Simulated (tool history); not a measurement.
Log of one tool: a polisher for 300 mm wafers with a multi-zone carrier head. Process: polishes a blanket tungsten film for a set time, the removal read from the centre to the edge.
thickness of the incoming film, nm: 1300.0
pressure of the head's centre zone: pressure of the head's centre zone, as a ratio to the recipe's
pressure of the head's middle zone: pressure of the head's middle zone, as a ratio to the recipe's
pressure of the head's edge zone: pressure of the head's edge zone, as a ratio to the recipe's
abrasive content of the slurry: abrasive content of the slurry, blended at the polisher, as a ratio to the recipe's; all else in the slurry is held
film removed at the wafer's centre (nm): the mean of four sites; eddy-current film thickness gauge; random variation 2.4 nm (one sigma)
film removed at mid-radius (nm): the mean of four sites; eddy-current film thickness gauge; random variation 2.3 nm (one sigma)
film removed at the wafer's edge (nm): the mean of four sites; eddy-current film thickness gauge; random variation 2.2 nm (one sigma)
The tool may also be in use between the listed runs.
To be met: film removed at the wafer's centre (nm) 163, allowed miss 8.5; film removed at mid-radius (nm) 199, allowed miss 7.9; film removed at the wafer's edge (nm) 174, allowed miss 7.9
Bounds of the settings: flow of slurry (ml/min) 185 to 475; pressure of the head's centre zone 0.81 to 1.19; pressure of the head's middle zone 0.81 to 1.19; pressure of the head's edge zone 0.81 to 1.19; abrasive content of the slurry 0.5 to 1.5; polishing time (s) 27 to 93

| run | day | flow of slurry (ml/min) | pressure of the head's centre zone | pressure of the head's middle zone | pressure of the head's edge zone | abrasive content of the slurry | polishing time (s) | film removed at the wafer's centre (nm) | film removed at mid-radius (nm) | film removed at the wafer's edge (nm) |
|---|---|---|---|---|---|---|---|---|---|---|
| 1 | 0 | 305 | 1 | 1 | 1 | 1 | 59 | 279.5 | 293.05 | 291.52 |
| 2 | 0.312 | 305 | 1 | 0.96 | 1 | 1 | 59 | 277.94 | 281.51 | 284.9 |
| 3 | 0.6 | 310 | 0.97 | 0.99 | 0.95 | 0.85 | 53 | 230.83 | 251.45 | 247.21 |
| 4 | 0.762 | 310 | 0.97 | 0.99 | 1.03 | 0.85 | 53 | 234.1 | 249.8 | 256.75 |
| 5 | 0.817 | 310 | 0.97 | 0.99 | 0.99 | 0.85 | 53 | 236.87 | 252.01 | 246.79 |
| 6 | 1.05 | 265 | 0.97 | 0.99 | 0.99 | 0.85 | 53 | 227.34 | 245.81 | 243.77 |
| 7 | 1.375 | 250 | 0.96 | 1.01 | 0.94 | 0.75 | 50 | 205.1 | 228.63 | 220.28 |
| 8 | 1.667 | 245 | 0.96 | 1.03 | 0.91 | 0.65 | 48 | 190.3 | 211.45 | 198.09 |
| 9 | 1.996 | 240 | 0.94 | 1.05 | 0.89 | 0.6 | 47 | 175.76 | 204.85 | 184.44 |
| 10 | 2.075 | 240 | 0.93 | 1.05 | 0.88 | 0.6 | 47 | 171.43 | 206.85 | 181.39 |
| 11 | 2.412 | 240 | 0.92 | 1.04 | 0.87 | 0.6 | 47 | 176.86 | 205.03 | 184.91 |

Which of these 4 next moves meets every target?
| A | 2.75 | 210 | 0.9 | 1.05 | 0.83 | 0.6 | 46 | ? | ? | ? |
| B | 2.75 | 275 | 1.15 | 1.12 | 0.81 | 0.55 | 47 | ? | ? | ? |
| C | 2.75 | 185 | 0.81 | 1 | 1.13 | 0.5 | 53 | ? | ? | ? |
| D | 2.75 | 220 | 1.1 | 1.09 | 0.81 | 0.5 | 49 | ? | ? | ? |

| move | film removed at the wafer's centre (nm) | film removed at mid-radius (nm) | film removed at the wafer's edge (nm) |
|---|---|---|---|
| A | 157.6 | 195.1 | 177.37 |
| B | 209.66 | 212.92 | 179.58 |
| C | 150.72 | 199.74 | 220.66 |
| D | 196.35 | 204.54 | 177.95 |
A: meets every target
B: further off than the last run
C: takes the result that was furthest off past its target
D: further off than the last run
The right move is A.
